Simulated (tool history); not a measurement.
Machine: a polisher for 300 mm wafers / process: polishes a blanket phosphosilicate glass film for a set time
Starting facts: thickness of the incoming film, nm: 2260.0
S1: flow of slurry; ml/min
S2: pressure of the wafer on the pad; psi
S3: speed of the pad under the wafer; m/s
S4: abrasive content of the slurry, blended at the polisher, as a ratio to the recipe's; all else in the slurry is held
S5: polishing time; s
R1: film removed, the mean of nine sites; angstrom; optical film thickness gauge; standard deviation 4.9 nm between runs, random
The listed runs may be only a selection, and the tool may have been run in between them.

| run | hour | S1 | S2 | S3 | S4 | S5 | R1 |
|---|---|---|---|---|---|---|---|
| 1 | 0.0 | 275 | 2.6 | 1.24 | 1.0 | 66 | 6114.8 |
| 2 | 1.1 | 275 | 2.6 | 1.24 | 1.0 | 69 | 6439.9 |
| 3 | 5.1 | 275 | 2.6 | 1.24 | 1.0 | 69 | 6380.0 |
| 4 | 13.3 | 275 | 2.4 | 1.24 | 1.0 | 69 | 5889.8 |
| 5 | 15.0 | 275 | 2.2 | 1.24 | 1.0 | 69 | 5643.1 |
| 6 | 20.6 | 275 | 2.0 | 1.24 | 1.0 | 69 | 5283.7 |

For run 7, what comes out?
| 7 | 24.1 | 275 | 1.9 | 1.24 | 1.0 | 69 | ? |

{"run 7": {"R1": 4977.8}}
